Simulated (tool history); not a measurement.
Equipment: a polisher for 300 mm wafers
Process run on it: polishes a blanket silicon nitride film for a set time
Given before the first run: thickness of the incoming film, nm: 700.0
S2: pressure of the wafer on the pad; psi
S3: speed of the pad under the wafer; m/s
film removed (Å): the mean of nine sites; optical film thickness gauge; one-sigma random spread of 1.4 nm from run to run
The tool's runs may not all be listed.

run 1 hour=0 | flow_of_slurry_(ml/min)=200 S2=4.5 S3=0.98 polishing_time_(s)=76 | film_removed_(Å)=1579.9
run 2 hour=6.6 | flow_of_slurry_(ml/min)=225 S2=4.5 S3=0.98 polishing_time_(s)=76 | film_removed_(Å)=1626.3
run 3 hour=11.4 | flow_of_slurry_(ml/min)=215 S2=4.2 S3=0.98 polishing_time_(s)=76 | film_removed_(Å)=1478.9
run 4 hour=17.6 | flow_of_slurry_(ml/min)=215 S2=4.9 S3=0.98 polishing_time_(s)=76 | film_removed_(Å)=1739.4
run 5 hour=22.3 | flow_of_slurry_(ml/min)=210 S2=4.5 S3=0.98 polishing_time_(s)=76 | film_removed_(Å)=1574.3
run 6 hour=26.9 | flow_of_slurry_(ml/min)=200 S2=4.3 S3=0.98 polishing_time_(s)=76 | film_removed_(Å)=1504.5

Run 7 is up next; what results do you expect?
run 7 hour=34.8 | flow_of_slurry_(ml/min)=195 S2=4.1 S3=0.98 polishing_time_(s)=76 | film_removed_(Å)=?

film removed (Å): 1464.2

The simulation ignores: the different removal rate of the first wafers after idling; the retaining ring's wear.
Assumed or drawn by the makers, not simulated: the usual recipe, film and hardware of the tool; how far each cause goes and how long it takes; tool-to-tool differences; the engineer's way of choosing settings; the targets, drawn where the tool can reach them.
